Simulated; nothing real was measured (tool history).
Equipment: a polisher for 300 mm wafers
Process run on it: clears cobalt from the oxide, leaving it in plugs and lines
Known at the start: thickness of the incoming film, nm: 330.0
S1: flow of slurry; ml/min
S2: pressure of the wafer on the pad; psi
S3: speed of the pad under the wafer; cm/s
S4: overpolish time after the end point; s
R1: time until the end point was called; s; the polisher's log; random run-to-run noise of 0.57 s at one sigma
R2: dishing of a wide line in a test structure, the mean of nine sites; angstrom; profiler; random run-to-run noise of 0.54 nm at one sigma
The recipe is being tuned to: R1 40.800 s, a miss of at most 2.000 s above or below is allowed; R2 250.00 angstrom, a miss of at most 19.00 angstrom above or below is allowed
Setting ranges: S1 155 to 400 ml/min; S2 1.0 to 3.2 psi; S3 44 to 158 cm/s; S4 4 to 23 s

run    day   S1   S2   S3  S4      R1      R2
  1  0.000  255  2.1  100  12  77.215  218.48
  2  0.217  195  2.1  100  12  79.791  219.04
  3  0.579  160  2.1  100  12  82.518  209.71
  4  0.825  165  2.3  102  12  70.653  222.64
  5  0.925  165  2.4  102  12  68.713  233.95
  6  1.150  165  2.5  104  11  65.283  221.95
  7  1.267  165  2.6  106  11  61.608  225.70
  8  1.442  165  2.7  108  11  60.036  226.63
  9  1.754  165  2.8  112  11  54.518  223.73
 10  1.842  170  3.2  122  14  43.838  245.49

Which single option among these 5 for the next run brings every result within its allowed miss of target? Just one does.
  A  1.929  155  3.2  132  23   ?   ?
  B  1.929  155  3.0  128  20   ?   ?
  C  1.929  175  3.0  122   9   ?   ?
  D  1.929  200  2.9  120  17   ?   ?
  E  1.929  260  3.0  108  17   ?   ?

move      R1      R2
   A  41.671  242.95
   B  45.745  242.56
   C  46.922  224.45
   D  48.290  241.23
   E  50.096  240.97
A: meets every target
B: the biggest miss grows against the last run
C: the biggest miss grows against the last run
D: the biggest miss grows against the last run
E: the biggest miss grows against the last run
The right move is A.
